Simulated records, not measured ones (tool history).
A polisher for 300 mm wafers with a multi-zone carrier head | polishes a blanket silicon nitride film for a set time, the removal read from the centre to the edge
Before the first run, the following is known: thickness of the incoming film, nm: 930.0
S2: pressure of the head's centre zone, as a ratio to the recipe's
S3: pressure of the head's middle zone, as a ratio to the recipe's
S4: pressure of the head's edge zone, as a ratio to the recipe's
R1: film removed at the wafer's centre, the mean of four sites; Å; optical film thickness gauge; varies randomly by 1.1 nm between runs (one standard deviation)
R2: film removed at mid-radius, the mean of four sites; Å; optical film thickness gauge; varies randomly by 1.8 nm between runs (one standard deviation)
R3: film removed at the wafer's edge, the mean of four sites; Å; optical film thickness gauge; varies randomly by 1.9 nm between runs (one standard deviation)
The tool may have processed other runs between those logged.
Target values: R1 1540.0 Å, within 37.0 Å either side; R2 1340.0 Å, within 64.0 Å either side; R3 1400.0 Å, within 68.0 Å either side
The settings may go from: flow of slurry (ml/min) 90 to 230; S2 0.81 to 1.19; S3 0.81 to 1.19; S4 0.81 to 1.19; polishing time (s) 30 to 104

Run 1, hour 0.0: flow of slurry (ml/min) 150, S2 1.00, S3 1.00, S4 1.00, polishing time (s) 67. Result: R1 1174.7 Å, R2 1176.5 Å, R3 1178.9 Å.
Run 2, hour 7.6: flow of slurry (ml/min) 160, S2 1.03, S3 1.00, S4 1.02, polishing time (s) 68. Result: R1 1224.3 Å, R2 1212.7 Å, R3 1222.9 Å.
Run 3, hour 16.0: flow of slurry (ml/min) 160, S2 1.03, S3 1.06, S4 1.02, polishing time (s) 68. Result: R1 1234.7 Å, R2 1247.7 Å, R3 1202.1 Å.
Run 4, hour 21.4: flow of slurry (ml/min) 165, S2 1.06, S3 1.05, S4 1.04, polishing time (s) 69. Result: R1 1286.8 Å, R2 1296.9 Å, R3 1250.6 Å.
Run 5, hour 26.9: flow of slurry (ml/min) 170, S2 1.09, S3 1.03, S4 1.04, polishing time (s) 69. Result: R1 1332.3 Å, R2 1243.0 Å, R3 1222.4 Å.
Run 6, hour 31.1: flow of slurry (ml/min) 175, S2 1.10, S3 1.03, S4 1.06, polishing time (s) 70. Result: R1 1365.2 Å, R2 1285.7 Å, R3 1278.4 Å.
Run 7, hour 36.2: flow of slurry (ml/min) 175, S2 1.10, S3 1.03, S4 1.06, polishing time (s) 70. Result: R1 1380.0 Å, R2 1281.3 Å, R3 1270.5 Å.
Run 8, hour 39.5: flow of slurry (ml/min) 180, S2 1.11, S3 1.03, S4 1.08, polishing time (s) 70. Result: R1 1395.0 Å, R2 1285.3 Å, R3 1301.8 Å.
Run 9, hour 42.2: flow of slurry (ml/min) 185, S2 1.12, S3 1.03, S4 1.09, polishing time (s) 70. Result: R1 1427.8 Å, R2 1323.8 Å, R3 1290.0 Å.
Run 10, hour 44.2: flow of slurry (ml/min) 185, S2 1.12, S3 1.03, S4 1.09, polishing time (s) 70. Result: R1 1429.3 Å, R2 1297.9 Å, R3 1322.2 Å.
Run 11, hour 52.7: flow of slurry (ml/min) 190, S2 1.12, S3 1.03, S4 1.09, polishing time (s) 70. Result: R1 1430.6 Å, R2 1290.4 Å, R3 1304.4 Å.
Run 12, hour 57.4: flow of slurry (ml/min) 195, S2 1.13, S3 1.03, S4 1.10, polishing time (s) 70. Result: R1 1450.6 Å, R2 1283.6 Å, R3 1315.9 Å.
Run 13, hour 65.5: flow of slurry (ml/min) 195, S2 1.13, S3 1.03, S4 1.11, polishing time (s) 70. Result: R1 1448.0 Å, R2 1306.5 Å, R3 1299.0 Å.
Run 14, hour 68.1: flow of slurry (ml/min) 195, S2 1.13, S3 1.02, S4 1.12, polishing time (s) 71. Result: R1 1447.5 Å, R2 1291.2 Å, R3 1323.2 Å.
Run 15, hour 70.0: flow of slurry (ml/min) 195, S2 1.13, S3 1.02, S4 1.13, polishing time (s) 72. Result: R1 1507.9 Å, R2 1336.3 Å, R3 1364.9 Å.
Run 16, hour 73.7: flow of slurry (ml/min) 195, S2 1.13, S3 1.02, S4 1.14, polishing time (s) 72. Result: R1 1504.3 Å, R2 1360.7 Å, R3 1367.5 Å.

Which single option among these 5 for the next run brings every result within its allowed miss of target? Just one does.
Run A, hour 77.4: flow of slurry (ml/min) 190, S2 1.18, S3 1.11, S4 1.16, polishing time (s) 68. Result: R1 ?, R2 ?, R3 ?.
Run B, hour 77.4: flow of slurry (ml/min) 220, S2 1.06, S3 0.96, S4 1.15, polishing time (s) 73. Result: R1 ?, R2 ?, R3 ?.
Run C, hour 77.4: flow of slurry (ml/min) 185, S2 1.02, S3 0.98, S4 1.18, polishing time (s) 79. Result: R1 ?, R2 ?, R3 ?.
Run D, hour 77.4: flow of slurry (ml/min) 205, S2 1.13, S3 0.97, S4 1.11, polishing time (s) 74. Result: R1 ?, R2 ?, R3 ?.
Run E, hour 77.4: flow of slurry (ml/min) 225, S2 1.03, S3 0.97, S4 1.17, polishing time (s) 76. Result: R1 ?, R2 ?, R3 ?.

move      R1      R2      R3
   A  1475.9  1342.0  1298.0
   B  1455.5  1302.5  1413.8
   C  1472.2  1397.6  1516.6
   D  1556.3  1318.2  1401.9
   E  1477.1  1372.2  1485.7
A: the biggest miss grows against the last run
B: the biggest miss grows against the last run
C: the biggest miss grows against the last run
D: every result within its allowed miss
E: the biggest miss grows against the last run
D is the move that brings every result within its allowed miss.
